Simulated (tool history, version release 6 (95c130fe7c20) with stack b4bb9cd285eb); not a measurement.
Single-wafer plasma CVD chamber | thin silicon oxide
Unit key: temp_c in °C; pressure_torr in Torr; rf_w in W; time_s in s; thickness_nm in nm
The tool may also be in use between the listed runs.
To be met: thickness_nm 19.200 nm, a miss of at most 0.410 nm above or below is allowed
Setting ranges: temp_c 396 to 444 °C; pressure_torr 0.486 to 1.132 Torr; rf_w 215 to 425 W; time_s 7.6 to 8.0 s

| run | hour | temp_c | pressure_torr | rf_w | time_s | thickness_nm |
|---|---|---|---|---|---|---|
| 1 | 0.0 | 420 | 0.809 | 320 | 8.0 | 15.260 |
| 2 | 2.5 | 420 | 0.847 | 320 | 8.0 | 15.914 |
| 3 | 10.0 | 420 | 0.909 | 320 | 8.0 | 16.970 |
| 4 | 13.8 | 420 | 0.931 | 320 | 8.0 | 17.235 |
|  | 20.5 | capacitance manometer re-zeroed and calibrated |
| 5 | 20.5 | 420 | 0.931 | 295 | 8.0 | 17.716 |
| 6 | 23.8 | 420 | 0.945 | 295 | 8.0 | 18.040 |
| 7 | 31.7 | 420 | 0.956 | 295 | 8.0 | 18.083 |
| 8 | 36.9 | 420 | 0.967 | 295 | 8.0 | 18.421 |
| 9 | 41.5 | 420 | 0.974 | 295 | 8.0 | 18.436 |
| 10 | 47.7 | 420 | 0.981 | 295 | 8.0 | 18.639 |
| 11 | 54.3 | 420 | 0.986 | 295 | 8.0 | 18.611 |

Exercise: of the 5 proposed moves below, exactly one satisfies all targets within the stated allowed misses. Which move is it?
| A | 60.9 | 421 | 0.933 | 305 | 8.0 | ? |
| B | 60.9 | 417 | 0.957 | 345 | 8.0 | ? |
| C | 60.9 | 421 | 1.008 | 290 | 7.7 | ? |
| D | 60.9 | 417 | 1.061 | 315 | 8.0 | ? |
| E | 60.9 | 402 | 0.896 | 340 | 7.9 | ? |

| move | thickness_nm |
|---|---|
| A | 18.036 |
| B | 19.161 |
| C | 18.166 |
| D | 20.071 |
| E | 17.940 |
A: lands further from the targets than the last run did
B: every result lands within tolerance
C: lands further from the targets than the last run did
D: takes the biggest miss from the last run beyond its target
E: lands further from the targets than the last run did
Answer: B
